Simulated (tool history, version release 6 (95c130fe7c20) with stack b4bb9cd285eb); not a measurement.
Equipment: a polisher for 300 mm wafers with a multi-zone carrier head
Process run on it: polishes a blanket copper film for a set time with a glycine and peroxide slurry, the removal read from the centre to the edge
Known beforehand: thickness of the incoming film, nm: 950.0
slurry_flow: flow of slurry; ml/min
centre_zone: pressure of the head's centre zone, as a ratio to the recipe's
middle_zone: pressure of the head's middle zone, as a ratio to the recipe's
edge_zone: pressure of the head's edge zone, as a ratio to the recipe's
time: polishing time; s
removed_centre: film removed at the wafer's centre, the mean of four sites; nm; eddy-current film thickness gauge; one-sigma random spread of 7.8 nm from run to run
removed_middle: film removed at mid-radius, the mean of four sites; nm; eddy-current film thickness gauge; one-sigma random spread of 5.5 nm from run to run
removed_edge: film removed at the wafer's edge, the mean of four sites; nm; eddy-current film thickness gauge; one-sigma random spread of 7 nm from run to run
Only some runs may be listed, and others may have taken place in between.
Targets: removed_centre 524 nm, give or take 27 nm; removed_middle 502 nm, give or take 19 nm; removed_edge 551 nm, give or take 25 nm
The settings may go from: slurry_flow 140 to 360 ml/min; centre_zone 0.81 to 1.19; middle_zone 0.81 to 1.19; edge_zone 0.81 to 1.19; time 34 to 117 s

run,hour,slurry_flow,centre_zone,middle_zone,edge_zone,time,removed_centre,removed_middle,removed_edge
1,0,230,1,1,1,75,346.6,352.71,334.01
2,6.8,230,1,1.05,1,75,346.07,366.52,336.27
3,10.9,230,1,1.05,0.92,75,349.63,365.93,316.16
4,13.7,230,1.01,1.02,1,84,393.77,396.8,373.27
5,15.8,230,1.01,0.95,1,84,399.46,378.46,377.27
6,19.4,235,1.01,0.95,1.05,91,418.59,405.09,427.47
# hour 26.5: worn pad replaced by a new one
7,26.5,240,1.03,0.97,1.08,96,498.84,487.68,499.12
8,31.8,250,1.03,0.96,1.1,96,501.15,485.68,508.32
9,39.4,260,1.03,0.95,1.12,96,504.73,487.88,509.72

Consider the 5 candidate settings below. Which is the only one whose results all fall within their allowed miss of target?
A,47,240,1.02,0.95,1.15,102,?,?,?
B,47,165,0.85,0.98,1.19,105,?,?,?
C,47,250,1.01,0.97,1.15,92,?,?,?
D,47,230,0.96,0.96,1.12,94,?,?,?
E,47,250,0.98,0.82,1.11,106,?,?,?

move,removed_centre,removed_middle,removed_edge
A,529.65,512.49,550.81
B,452.65,511.44,552.8
C,477.21,472.78,498.57
D,465.52,473.98,498.64
E,538.04,474.04,565.25
A: every result lands within tolerance
B: meets the target for the result that was furthest off, but another lies outside its allowed miss
C: its largest miss is bigger than the last run's
D: its largest miss is bigger than the last run's
E: meets the target for the result that was furthest off, but another lies outside its allowed miss
The move that meets every target is A.
